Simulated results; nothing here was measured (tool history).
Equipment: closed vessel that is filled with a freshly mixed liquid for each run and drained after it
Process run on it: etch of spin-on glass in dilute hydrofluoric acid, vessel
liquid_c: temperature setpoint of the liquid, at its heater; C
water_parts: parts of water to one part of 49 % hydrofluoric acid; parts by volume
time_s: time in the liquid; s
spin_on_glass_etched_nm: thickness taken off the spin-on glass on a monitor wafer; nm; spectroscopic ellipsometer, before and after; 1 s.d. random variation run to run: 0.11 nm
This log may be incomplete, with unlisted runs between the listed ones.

Run 1, day 0: liquid_c 25 C, water_parts 210 parts by volume, time_s 85 s. Result: spin_on_glass_etched_nm 24.877 nm.
Run 2, day 0.204: liquid_c 22.5 C, water_parts 225 parts by volume, time_s 85 s. Result: spin_on_glass_etched_nm 21.202 nm.
Run 3, day 0.304: liquid_c 22.5 C, water_parts 195 parts by volume, time_s 85 s. Result: spin_on_glass_etched_nm 25.048 nm.
Run 4, day 0.633: liquid_c 20 C, water_parts 195 parts by volume, time_s 85 s. Result: spin_on_glass_etched_nm 22.72 nm.
Run 5, day 0.938: liquid_c 20 C, water_parts 245 parts by volume, time_s 85 s. Result: spin_on_glass_etched_nm 17.221 nm.
Run 6, day 1.175: liquid_c 20 C, water_parts 245 parts by volume, time_s 85 s. Result: spin_on_glass_etched_nm 17.316 nm.
Run 7, day 1.271: liquid_c 19 C, water_parts 250 parts by volume, time_s 85 s. Result: spin_on_glass_etched_nm 16.028 nm.

Predict the results of run 8:
Run 8, day 1.533: liquid_c 19 C, water_parts 250 parts by volume, time_s 85 s. Result: spin_on_glass_etched_nm ?.

spin_on_glass_etched_nm: 16.097 nm
